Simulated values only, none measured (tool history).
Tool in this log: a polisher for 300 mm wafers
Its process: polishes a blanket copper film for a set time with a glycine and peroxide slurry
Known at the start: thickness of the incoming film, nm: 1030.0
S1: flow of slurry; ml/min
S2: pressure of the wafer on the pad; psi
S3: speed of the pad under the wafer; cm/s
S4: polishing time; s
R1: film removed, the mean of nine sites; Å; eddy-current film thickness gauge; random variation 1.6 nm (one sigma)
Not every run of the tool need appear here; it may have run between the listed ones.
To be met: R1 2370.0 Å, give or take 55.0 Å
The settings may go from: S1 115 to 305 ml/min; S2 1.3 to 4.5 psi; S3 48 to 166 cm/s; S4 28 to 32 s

Run 1, hour 0.0: S1 195 ml/min, S2 2.9 psi, S3 106 cm/s, S4 32 s. Result: R1 1911.2 Å.
Run 2, hour 4.8: S1 195 ml/min, S2 2.9 psi, S3 124 cm/s, S4 32 s. Result: R1 2156.6 Å.
Run 3, hour 7.1: S1 195 ml/min, S2 2.9 psi, S3 124 cm/s, S4 28 s. Result: R1 1909.1 Å.
Run 4, hour 7.6: S1 200 ml/min, S2 3.0 psi, S3 124 cm/s, S4 28 s. Result: R1 1949.0 Å.
Run 5, hour 9.9: S1 220 ml/min, S2 3.0 psi, S3 124 cm/s, S4 28 s. Result: R1 1965.5 Å.
Run 6, hour 14.2: S1 220 ml/min, S2 3.1 psi, S3 124 cm/s, S4 28 s. Result: R1 1997.1 Å.
Run 7, hour 18.1: S1 220 ml/min, S2 3.2 psi, S3 124 cm/s, S4 28 s. Result: R1 2066.1 Å.
Run 8, hour 19.9: S1 220 ml/min, S2 3.3 psi, S3 124 cm/s, S4 28 s. Result: R1 2096.1 Å.
Run 9, hour 22.3: S1 220 ml/min, S2 3.4 psi, S3 124 cm/s, S4 28 s. Result: R1 2150.6 Å.

4 candidate next runs follow, results not yet known. Just one meets every target within its allowed miss. Identify it.
Run A, hour 24.7: S1 215 ml/min, S2 3.3 psi, S3 120 cm/s, S4 28 s. Result: R1 ?.
Run B, hour 24.7: S1 260 ml/min, S2 3.5 psi, S3 106 cm/s, S4 28 s. Result: R1 ?.
Run C, hour 24.7: S1 240 ml/min, S2 3.3 psi, S3 118 cm/s, S4 31 s. Result: R1 ?.
Run D, hour 24.7: S1 255 ml/min, S2 3.1 psi, S3 130 cm/s, S4 31 s. Result: R1 ?.

move      R1
   A  2025.1
   B  1939.6
   C  2236.2
   D  2335.8
A: misses by more than the last run did
B: misses by more than the last run did
C: moves toward the targets from the last run without getting all of them in spec
D: each result inside its tolerance
Answer: D
